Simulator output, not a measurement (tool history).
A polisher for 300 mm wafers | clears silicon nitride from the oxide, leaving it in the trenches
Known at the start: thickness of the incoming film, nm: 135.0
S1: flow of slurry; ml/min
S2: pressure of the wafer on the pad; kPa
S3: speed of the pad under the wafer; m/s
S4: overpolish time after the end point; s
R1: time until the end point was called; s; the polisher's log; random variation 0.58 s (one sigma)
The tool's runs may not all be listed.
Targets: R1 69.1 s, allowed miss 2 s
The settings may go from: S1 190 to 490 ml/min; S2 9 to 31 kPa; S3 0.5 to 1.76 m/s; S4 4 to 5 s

Run 1, hour 0: S1 315 ml/min, S2 20 kPa, S3 1.12 m/s, S4 5 s. Result: R1 124.36 s.
Run 2, hour 3.2: S1 315 ml/min, S2 21.4 kPa, S3 1.12 m/s, S4 5 s. Result: R1 116.81 s.
Run 3, hour 10.4: S1 365 ml/min, S2 21.4 kPa, S3 1.12 m/s, S4 5 s. Result: R1 115.93 s.
Run 4, hour 16.9: S1 365 ml/min, S2 22.8 kPa, S3 1.12 m/s, S4 5 s. Result: R1 111.29 s.
Run 5, hour 19.9: S1 365 ml/min, S2 23.4 kPa, S3 1.14 m/s, S4 5 s. Result: R1 104.31 s.
Run 6, hour 28.7: S1 365 ml/min, S2 24.1 kPa, S3 1.16 m/s, S4 5 s. Result: R1 101.45 s.
Run 7, hour 32.9: S1 365 ml/min, S2 24.8 kPa, S3 1.18 m/s, S4 5 s. Result: R1 98.139 s.
Run 8, hour 37.6: S1 365 ml/min, S2 25.5 kPa, S3 1.2 m/s, S4 5 s. Result: R1 94.151 s.
Run 9, hour 41.8: S1 365 ml/min, S2 26.2 kPa, S3 1.22 m/s, S4 5 s. Result: R1 90.376 s.
Run 10, hour 45.9: S1 365 ml/min, S2 26.9 kPa, S3 1.24 m/s, S4 5 s. Result: R1 85.576 s.
Run 11, hour 46.7: S1 370 ml/min, S2 31 kPa, S3 1.24 m/s, S4 5 s. Result: R1 75.89 s.

5 next moves are on the table. One of them brings every result within its allowed miss. Which?
Run A, hour 47.5: S1 375 ml/min, S2 31 kPa, S3 1.46 m/s, S4 5 s. Result: R1 ?.
Run B, hour 47.5: S1 380 ml/min, S2 31 kPa, S3 1.3 m/s, S4 5 s. Result: R1 ?.
Run C, hour 47.5: S1 440 ml/min, S2 26.9 kPa, S3 1.18 m/s, S4 4 s. Result: R1 ?.
Run D, hour 47.5: S1 320 ml/min, S2 28.3 kPa, S3 1.22 m/s, S4 4 s. Result: R1 ?.
Run E, hour 47.5: S1 205 ml/min, S2 30.3 kPa, S3 1.44 m/s, S4 5 s. Result: R1 ?.

move      R1
   A  65.913
   B  73.764
   C  91.423
   D  86.075
   E  70.514
A: takes the result that was furthest off past its target
B: nearer than the last run, and not there yet
C: further off than the last run
D: further off than the last run
E: meets every target
Answer: E
